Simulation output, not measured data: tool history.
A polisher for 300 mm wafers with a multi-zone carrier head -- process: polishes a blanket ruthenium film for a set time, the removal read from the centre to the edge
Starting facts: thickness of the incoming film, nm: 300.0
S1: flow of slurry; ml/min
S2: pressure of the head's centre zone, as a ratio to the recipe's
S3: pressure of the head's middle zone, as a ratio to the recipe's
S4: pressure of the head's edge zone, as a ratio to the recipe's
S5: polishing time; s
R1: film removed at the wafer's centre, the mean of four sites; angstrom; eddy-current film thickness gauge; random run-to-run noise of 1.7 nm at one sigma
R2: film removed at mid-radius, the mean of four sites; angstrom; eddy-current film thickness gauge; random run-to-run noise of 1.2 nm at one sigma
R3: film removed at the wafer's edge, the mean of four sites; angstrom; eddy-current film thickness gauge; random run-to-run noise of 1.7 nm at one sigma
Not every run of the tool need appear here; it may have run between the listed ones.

run 1 hour=0.0 | S1=255 S2=1.00 S3=1.00 S4=1.00 S5=79 | R1=1073.60 R2=1099.90 R3=1080.30
run 2 hour=2.1 | S1=265 S2=0.98 S3=1.06 S4=1.05 S5=84 | R1=1138.90 R2=1223.10 R3=1188.90
run 3 hour=3.9 | S1=215 S2=0.98 S3=1.06 S4=1.05 S5=84 | R1=1111.50 R2=1204.50 R3=1179.70
run 4 hour=9.1 | S1=215 S2=0.98 S3=1.12 S4=1.05 S5=84 | R1=1104.60 R2=1246.20 R3=1141.00
run 5 hour=18.1 | S1=215 S2=0.98 S3=1.16 S4=1.05 S5=84 | R1=1120.20 R2=1312.80 R3=1184.60
run 6 hour=24.3 | S1=215 S2=0.98 S3=1.16 S4=1.05 S5=64 | R1=855.18 R2=980.91 R3=895.44
run 7 hour=30.3 | S1=235 S2=0.95 S3=1.17 S4=1.07 S5=75 | R1=952.83 R2=1172.80 R3=1075.50

For run 8, what comes out?
run 8 hour=31.9 | S1=260 S2=0.95 S3=1.18 S4=1.07 S5=81 | R1=? R2=? R3=?

{"run 8": {"R1": 1051.8, "R2": 1296.9, "R3": 1170.2}}
